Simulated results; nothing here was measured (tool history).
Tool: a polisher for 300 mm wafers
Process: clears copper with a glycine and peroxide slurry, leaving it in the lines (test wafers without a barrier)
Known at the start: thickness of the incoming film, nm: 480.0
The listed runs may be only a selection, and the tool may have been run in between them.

run  hour  flow of slurry (ml/min)  pressure of the wafer on the pad (kPa)  speed of the pad under the wafer (m/s)  overpolish time after the end point (s)  time until the end point was called (s)  dishing of a wide line in a test structure (nm)
  1   0.0                      200                                    23.4                                    1.16                                       24                                   64.662                                           87.331
  2   7.4                      235                                    23.4                                    1.16                                       24                                   64.893                                           88.723
  3   8.2                      235                                    23.4                                    1.06                                       24                                   68.493                                           84.463
  4  13.9                      235                                    23.4                                    1.20                                       24                                   63.726                                           91.104
  5  18.0                      235                                    23.4                                    1.04                                       24                                   69.058                                           85.674
  6  21.3                      210                                    23.4                                    1.10                                       21                                   66.397                                           77.796
  7  25.2                      205                                    23.4                                    1.10                                       18                                   67.034                                           71.209

Run 8 comes next. What will it give?
  8  27.0                      190                                    24.1                                    1.10                                       16                                        ?                                                ?

Run 8 produced time until the end point was called (s) 66.656, dishing of a wide line in a test structure (nm) 65.662.
